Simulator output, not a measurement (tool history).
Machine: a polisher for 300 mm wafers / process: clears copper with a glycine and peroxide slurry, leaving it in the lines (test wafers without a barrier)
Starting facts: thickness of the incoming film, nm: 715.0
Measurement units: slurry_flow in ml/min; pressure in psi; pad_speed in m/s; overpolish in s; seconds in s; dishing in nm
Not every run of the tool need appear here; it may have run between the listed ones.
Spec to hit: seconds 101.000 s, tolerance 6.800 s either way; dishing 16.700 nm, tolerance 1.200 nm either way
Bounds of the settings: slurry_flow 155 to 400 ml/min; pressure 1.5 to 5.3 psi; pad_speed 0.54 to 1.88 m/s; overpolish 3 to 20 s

{"run": 1, "hour": 0.0, "slurry_flow": 255, "pressure": 3.4, "pad_speed": 1.2, "overpolish": 10, "seconds": 104.32, "dishing": 46.776}
{"run": 2, "hour": 6.9, "slurry_flow": 255, "pressure": 3.4, "pad_speed": 1.0, "overpolish": 10, "seconds": 116.47, "dishing": 45.004}
{"run": 3, "hour": 14.9, "slurry_flow": 240, "pressure": 3.0, "pad_speed": 1.18, "overpolish": 9, "seconds": 117.99, "dishing": 39.966}
{"run": 4, "hour": 22.9, "slurry_flow": 240, "pressure": 3.0, "pad_speed": 1.18, "overpolish": 13, "seconds": 115.5, "dishing": 50.708}
{"run": 5, "hour": 25.2, "slurry_flow": 240, "pressure": 3.0, "pad_speed": 1.18, "overpolish": 15, "seconds": 117.44, "dishing": 61.152}
{"run": 6, "hour": 31.0, "slurry_flow": 225, "pressure": 2.7, "pad_speed": 1.32, "overpolish": 13, "seconds": 119.51, "dishing": 48.791}
{"run": 7, "hour": 38.1, "slurry_flow": 210, "pressure": 2.5, "pad_speed": 1.44, "overpolish": 11, "seconds": 132.04, "dishing": 43.623}
{"run": 8, "hour": 45.2, "slurry_flow": 250, "pressure": 2.6, "pad_speed": 1.26, "overpolish": 9, "seconds": 129.49, "dishing": 36.647}
{"run": 9, "hour": 49.5, "slurry_flow": 320, "pressure": 2.7, "pad_speed": 0.92, "overpolish": 4, "seconds": 139.99, "dishing": 15.816}
{"run": 10, "hour": 51.8, "slurry_flow": 335, "pressure": 2.9, "pad_speed": 0.92, "overpolish": 4, "seconds": 130.26, "dishing": 16.899}
{"run": 11, "hour": 59.7, "slurry_flow": 350, "pressure": 3.0, "pad_speed": 0.94, "overpolish": 4, "seconds": 127.94, "dishing": 17.886}
{"run": 12, "hour": 61.1, "slurry_flow": 360, "pressure": 3.1, "pad_speed": 0.92, "overpolish": 4, "seconds": 123.97, "dishing": 18.005}

Consider the 4 candidate settings below. Which is the only one whose results all fall within their allowed miss of target?
{"run": "A", "hour": 62.5, "slurry_flow": 360, "pressure": 5.1, "pad_speed": 0.72, "overpolish": 3, "seconds": "?", "dishing": "?"}
{"run": "B", "hour": 62.5, "slurry_flow": 400, "pressure": 4.0, "pad_speed": 1.14, "overpolish": 3, "seconds": "?", "dishing": "?"}
{"run": "C", "hour": 62.5, "slurry_flow": 390, "pressure": 4.1, "pad_speed": 1.22, "overpolish": 3, "seconds": "?", "dishing": "?"}
{"run": "D", "hour": 62.5, "slurry_flow": 375, "pressure": 3.6, "pad_speed": 1.08, "overpolish": 3, "seconds": "?", "dishing": "?"}

move=A seconds=90.636 dishing=18.904
move=B seconds=89.852 dishing=18.993
move=C seconds=84.943 dishing=20.008
move=D seconds=101.820 dishing=16.889
A: the result that was furthest off in the last run now lies on the other side of its target
B: the result that was furthest off in the last run now lies on the other side of its target
C: the result that was furthest off in the last run now lies on the other side of its target
D: every result within its allowed miss
D meets every target.

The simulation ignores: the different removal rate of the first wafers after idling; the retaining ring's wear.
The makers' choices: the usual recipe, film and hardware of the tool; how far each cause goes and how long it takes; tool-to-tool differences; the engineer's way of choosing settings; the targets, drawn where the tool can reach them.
